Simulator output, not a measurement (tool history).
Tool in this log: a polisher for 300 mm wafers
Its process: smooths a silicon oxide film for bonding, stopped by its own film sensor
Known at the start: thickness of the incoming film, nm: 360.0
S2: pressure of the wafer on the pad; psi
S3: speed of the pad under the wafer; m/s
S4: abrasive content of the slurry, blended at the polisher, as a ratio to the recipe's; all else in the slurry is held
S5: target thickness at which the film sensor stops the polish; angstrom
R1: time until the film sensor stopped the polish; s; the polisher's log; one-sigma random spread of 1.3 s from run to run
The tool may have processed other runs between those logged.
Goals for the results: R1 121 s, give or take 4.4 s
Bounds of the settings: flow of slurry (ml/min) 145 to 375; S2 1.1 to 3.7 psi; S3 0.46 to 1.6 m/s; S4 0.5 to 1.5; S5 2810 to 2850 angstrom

run 1 day=0 | flow_of_slurry_(ml/min)=240 S2=2.4 S3=1.02 S4=1 S5=2850 | R1=81.193
run 2 day=0.217 | flow_of_slurry_(ml/min)=240 S2=2.2 S3=1.02 S4=1 S5=2850 | R1=88.833
run 3 day=0.525 | flow_of_slurry_(ml/min)=240 S2=2 S3=1.02 S4=1 S5=2850 | R1=96.319
run 4 day=0.658 | flow_of_slurry_(ml/min)=240 S2=1.9 S3=1.02 S4=1 S5=2850 | R1=101.8
run 5 day=0.879 | flow_of_slurry_(ml/min)=240 S2=2.2 S3=1.02 S4=1 S5=2850 | R1=89.695
run 6 day=0.946 | flow_of_slurry_(ml/min)=240 S2=2.2 S3=0.82 S4=1 S5=2850 | R1=100.25
run 7 day=1.317 | flow_of_slurry_(ml/min)=240 S2=2.1 S3=0.82 S4=1 S5=2850 | R1=105.96
run 8 day=1.583 | flow_of_slurry_(ml/min)=240 S2=2 S3=0.82 S4=1 S5=2850 | R1=107.95

Below are 5 possible settings for the next run. Only one of them brings all results inside the allowed miss of their targets. Which is it?
run A day=1.85 | flow_of_slurry_(ml/min)=205 S2=1.9 S3=0.74 S4=1 S5=2810 | R1=?
run B day=1.85 | flow_of_slurry_(ml/min)=255 S2=2.2 S3=0.84 S4=1.1 S5=2820 | R1=?
run C day=1.85 | flow_of_slurry_(ml/min)=170 S2=1.8 S3=0.78 S4=1.05 S5=2810 | R1=?
run D day=1.85 | flow_of_slurry_(ml/min)=225 S2=1.9 S3=0.76 S4=0.8 S5=2850 | R1=?
run E day=1.85 | flow_of_slurry_(ml/min)=220 S2=1.6 S3=1 S4=1.15 S5=2820 | R1=?

move=A R1=130.25
move=B R1=97.956
move=C R1=133.43
move=D R1=135.18
move=E R1=120.48
A: carries the result that was furthest off beyond its target, to the other side
B: misses by more than the last run did
C: carries the result that was furthest off beyond its target, to the other side
D: carries the result that was furthest off beyond its target, to the other side
E: every result within its allowed miss
E meets every target.
